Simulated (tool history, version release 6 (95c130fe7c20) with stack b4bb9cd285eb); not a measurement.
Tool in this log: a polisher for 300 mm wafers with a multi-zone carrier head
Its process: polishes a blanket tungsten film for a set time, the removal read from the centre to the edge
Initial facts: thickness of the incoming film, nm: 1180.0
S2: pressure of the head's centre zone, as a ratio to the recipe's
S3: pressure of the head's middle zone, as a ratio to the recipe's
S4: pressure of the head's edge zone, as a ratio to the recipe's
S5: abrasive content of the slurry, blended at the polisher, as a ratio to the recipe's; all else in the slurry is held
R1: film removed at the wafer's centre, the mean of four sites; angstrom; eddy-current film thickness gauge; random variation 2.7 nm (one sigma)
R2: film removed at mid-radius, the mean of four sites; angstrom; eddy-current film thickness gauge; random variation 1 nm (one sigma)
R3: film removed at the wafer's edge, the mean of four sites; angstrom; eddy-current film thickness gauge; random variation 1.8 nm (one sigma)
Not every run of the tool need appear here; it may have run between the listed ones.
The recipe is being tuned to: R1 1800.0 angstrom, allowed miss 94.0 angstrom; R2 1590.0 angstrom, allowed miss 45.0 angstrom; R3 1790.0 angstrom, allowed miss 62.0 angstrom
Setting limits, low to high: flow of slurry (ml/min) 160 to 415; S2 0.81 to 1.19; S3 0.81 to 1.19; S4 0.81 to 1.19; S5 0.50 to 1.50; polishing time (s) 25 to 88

Run 1, hour 0.0: flow of slurry (ml/min) 265, S2 1.00, S3 1.00, S4 1.00, S5 1.00, polishing time (s) 56. Result: R1 2915.7 angstrom, R2 3119.9 angstrom, R3 2972.5 angstrom.
Run 2, hour 1.9: flow of slurry (ml/min) 265, S2 1.00, S3 1.07, S4 1.00, S5 1.00, polishing time (s) 56. Result: R1 2931.2 angstrom, R2 3182.9 angstrom, R3 2950.4 angstrom.
Run 3, hour 6.4: flow of slurry (ml/min) 205, S2 1.00, S3 1.07, S4 1.00, S5 1.00, polishing time (s) 56. Result: R1 2828.9 angstrom, R2 3134.4 angstrom, R3 2886.9 angstrom.
Run 4, hour 13.8: flow of slurry (ml/min) 205, S2 1.00, S3 1.00, S4 1.00, S5 1.00, polishing time (s) 56. Result: R1 2896.3 angstrom, R2 3069.9 angstrom, R3 2877.8 angstrom.
Run 5, hour 17.3: flow of slurry (ml/min) 210, S2 1.01, S3 0.98, S4 1.02, S5 0.95, polishing time (s) 53. Result: R1 2748.7 angstrom, R2 2788.8 angstrom, R3 2726.8 angstrom.
Run 6, hour 23.3: flow of slurry (ml/min) 210, S2 1.01, S3 0.98, S4 1.02, S5 1.15, polishing time (s) 53. Result: R1 2857.4 angstrom, R2 2955.8 angstrom, R3 2844.8 angstrom.
Run 7, hour 24.2: flow of slurry (ml/min) 210, S2 1.01, S3 0.97, S4 1.03, S5 1.10, polishing time (s) 51. Result: R1 2651.4 angstrom, R2 2799.9 angstrom, R3 2753.1 angstrom.
Run 8, hour 33.1: flow of slurry (ml/min) 185, S2 1.11, S3 0.87, S4 0.94, S5 0.85, polishing time (s) 35. Result: R1 1899.8 angstrom, R2 1670.8 angstrom, R3 1691.3 angstrom.
Run 9, hour 41.6: flow of slurry (ml/min) 185, S2 1.10, S3 0.86, S4 0.95, S5 0.85, polishing time (s) 35. Result: R1 1866.3 angstrom, R2 1676.0 angstrom, R3 1708.4 angstrom.
Run 10, hour 45.3: flow of slurry (ml/min) 185, S2 1.10, S3 0.85, S4 0.96, S5 0.85, polishing time (s) 35. Result: R1 1888.6 angstrom, R2 1665.6 angstrom, R3 1687.8 angstrom.

Below are 4 possible settings for the next run. Only one of them brings all results inside the allowed miss of their targets. Which is it?
Run A, hour 49.0: flow of slurry (ml/min) 165, S2 1.10, S3 0.81, S4 0.89, S5 0.90, polishing time (s) 35. Result: R1 ?, R2 ?, R3 ?.
Run B, hour 49.0: flow of slurry (ml/min) 205, S2 1.10, S3 0.84, S4 0.91, S5 0.75, polishing time (s) 34. Result: R1 ?, R2 ?, R3 ?.
Run C, hour 49.0: flow of slurry (ml/min) 160, S2 1.07, S3 0.81, S4 1.11, S5 1.20, polishing time (s) 32. Result: R1 ?, R2 ?, R3 ?.
Run D, hour 49.0: flow of slurry (ml/min) 195, S2 1.19, S3 0.83, S4 0.94, S5 0.85, polishing time (s) 34. Result: R1 ?, R2 ?, R3 ?.

move      R1      R2      R3
   A  1831.1  1630.0  1646.4
   B  1754.6  1582.9  1576.8
   C  1733.9  1587.6  1765.1
   D  1941.8  1610.0  1637.4
A: gets the furthest-off result to its target, but another result is out of tolerance
B: gets the furthest-off result to its target, but another result is out of tolerance
C: all results in spec
D: gets the furthest-off result to its target, but another result is out of tolerance
C is the move that brings every result within its allowed miss.

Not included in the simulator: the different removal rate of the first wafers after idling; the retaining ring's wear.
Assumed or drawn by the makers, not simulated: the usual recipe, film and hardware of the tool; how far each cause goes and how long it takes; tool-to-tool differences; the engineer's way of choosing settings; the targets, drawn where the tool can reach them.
